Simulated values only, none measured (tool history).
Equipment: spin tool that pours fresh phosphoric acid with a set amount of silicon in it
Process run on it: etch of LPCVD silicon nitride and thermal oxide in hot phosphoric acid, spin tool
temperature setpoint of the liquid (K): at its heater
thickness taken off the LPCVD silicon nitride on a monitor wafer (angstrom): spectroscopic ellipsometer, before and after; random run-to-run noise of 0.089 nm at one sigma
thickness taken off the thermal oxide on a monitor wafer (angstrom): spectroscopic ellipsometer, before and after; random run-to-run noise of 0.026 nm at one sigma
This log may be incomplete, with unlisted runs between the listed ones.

| run | day | temperature setpoint of the liquid (K) | silicon dissolved in the acid as it is poured (mg a litre) | time under the liquid (s) | thickness taken off the LPCVD silicon nitride on a monitor wafer (angstrom) | thickness taken off the thermal oxide on a monitor wafer (angstrom) |
|---|---|---|---|---|---|---|
| 1 | 0.000 | 433.15 | 11.0 | 100 | 96.295 | 2.0426 |
| 2 | 0.296 | 434.65 | 11.0 | 100 | 101.820 | 1.7261 |
| 3 | 0.467 | 434.65 | 6.5 | 100 | 101.660 | 2.3900 |
| 4 | 0.821 | 435.15 | 7.0 | 100 | 103.840 | 2.4332 |
| 5 | 0.967 | 435.65 | 8.0 | 100 | 104.260 | 2.0345 |
| 6 | 1.321 | 436.65 | 8.0 | 100 | 110.130 | 3.5281 |
| 7 | 1.383 | 436.65 | 9.5 | 100 | 108.200 | 2.6928 |
| 8 | 1.421 | 436.65 | 11.0 | 100 | 109.020 | 2.8994 |
| 9 | 1.450 | 436.65 | 12.0 | 105 | 113.760 | 2.3815 |
| 10 | 1.808 | 436.65 | 13.0 | 105 | 114.000 | 2.0973 |
| 11 | 1.962 | 436.65 | 13.5 | 105 | 114.710 | 2.6375 |
| 12 | 2.154 | 436.65 | 15.0 | 105 | 113.950 | 2.5011 |
| 13 | 2.204 | 436.65 | 16.0 | 105 | 114.720 | 2.4010 |
| 14 | 2.388 | 436.65 | 17.0 | 105 | 113.960 | 1.8394 |
| 15 | 2.671 | 436.65 | 17.5 | 105 | 113.550 | 2.1607 |
| 16 | 2.842 | 436.65 | 18.5 | 105 | 113.490 | 1.8693 |
| 17 | 3.167 | 436.65 | 19.0 | 105 | 115.430 | 2.0010 |
| 18 | 3.496 | 436.65 | 19.0 | 105 | 114.410 | 2.5720 |

Run 19, settings as shown, results not yet in. Your forecast:
| 19 | 3.738 | 436.15 | 18.0 | 110 | ? | ? |

Run 19 yielded thickness taken off the LPCVD silicon nitride on a monitor wafer (angstrom) 117.520, thickness taken off the thermal oxide on a monitor wafer (angstrom) 2.0488.
